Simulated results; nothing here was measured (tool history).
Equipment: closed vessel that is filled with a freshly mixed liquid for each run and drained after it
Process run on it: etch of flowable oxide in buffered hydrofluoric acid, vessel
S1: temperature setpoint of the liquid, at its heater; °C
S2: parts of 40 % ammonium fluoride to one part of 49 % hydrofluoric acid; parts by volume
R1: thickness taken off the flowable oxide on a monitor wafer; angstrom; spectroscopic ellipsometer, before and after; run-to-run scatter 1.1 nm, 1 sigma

run 1 hour=0.0 | S1=22 S2=8.5 time_in_the_liquid_(s)=85 | R1=3659.6
run 2 hour=0.9 | S1=20 S2=8.5 time_in_the_liquid_(s)=85 | R1=3287.2
run 3 hour=1.7 | S1=20 S2=8.5 time_in_the_liquid_(s)=90 | R1=3531.5
run 4 hour=9.7 | S1=20 S2=8.5 time_in_the_liquid_(s)=90 | R1=3508.5
run 5 hour=16.6 | S1=18 S2=8.5 time_in_the_liquid_(s)=90 | R1=3112.3
run 6 hour=21.6 | S1=18 S2=8.5 time_in_the_liquid_(s)=90 | R1=3097.4
run 7 hour=26.0 | S1=18 S2=9.0 time_in_the_liquid_(s)=90 | R1=2956.1

Expected results for the next run?
run 8 hour=31.4 | S1=17 S2=11.5 time_in_the_liquid_(s)=90 | R1=?

R1: 2264.6 angstrom

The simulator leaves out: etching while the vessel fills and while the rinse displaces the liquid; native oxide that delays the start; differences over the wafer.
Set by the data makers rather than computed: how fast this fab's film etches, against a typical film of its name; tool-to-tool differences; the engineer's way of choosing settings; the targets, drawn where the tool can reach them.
